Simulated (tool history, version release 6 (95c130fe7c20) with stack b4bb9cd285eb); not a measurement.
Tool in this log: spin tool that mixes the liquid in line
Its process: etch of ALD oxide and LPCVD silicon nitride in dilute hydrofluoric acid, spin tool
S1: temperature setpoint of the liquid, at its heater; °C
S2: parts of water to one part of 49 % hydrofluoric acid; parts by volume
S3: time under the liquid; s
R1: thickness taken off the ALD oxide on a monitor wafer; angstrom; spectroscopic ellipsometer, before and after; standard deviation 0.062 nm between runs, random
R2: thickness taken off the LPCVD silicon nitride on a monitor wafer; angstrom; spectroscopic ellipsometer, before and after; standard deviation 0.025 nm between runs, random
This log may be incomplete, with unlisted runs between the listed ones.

Run 1, hour 0.0: S1 25.0 °C, S2 225 parts by volume, S3 180 s. Result: R1 92.695 angstrom, R2 3.7518 angstrom.
Run 2, hour 3.8: S1 24.5 °C, S2 225 parts by volume, S3 180 s. Result: R1 91.133 angstrom, R2 3.6704 angstrom.
Run 3, hour 8.6: S1 27.5 °C, S2 225 parts by volume, S3 180 s. Result: R1 101.730 angstrom, R2 4.3146 angstrom.
Run 4, hour 14.2: S1 26.5 °C, S2 225 parts by volume, S3 180 s. Result: R1 97.208 angstrom, R2 4.4454 angstrom.
Run 5, hour 20.3: S1 26.0 °C, S2 230 parts by volume, S3 180 s. Result: R1 92.644 angstrom, R2 3.3425 angstrom.
Run 6, hour 21.9: S1 25.5 °C, S2 230 parts by volume, S3 180 s. Result: R1 92.158 angstrom, R2 3.5780 angstrom.
Run 7, hour 27.8: S1 25.5 °C, S2 235 parts by volume, S3 180 s. Result: R1 88.729 angstrom, R2 3.7405 angstrom.

For run 8, what comes out?
Run 8, hour 29.2: S1 25.0 °C, S2 235 parts by volume, S3 180 s. Result: R1 ?, R2 ?.

Run 8 measured R1 87.904 angstrom, R2 3.2998 angstrom.
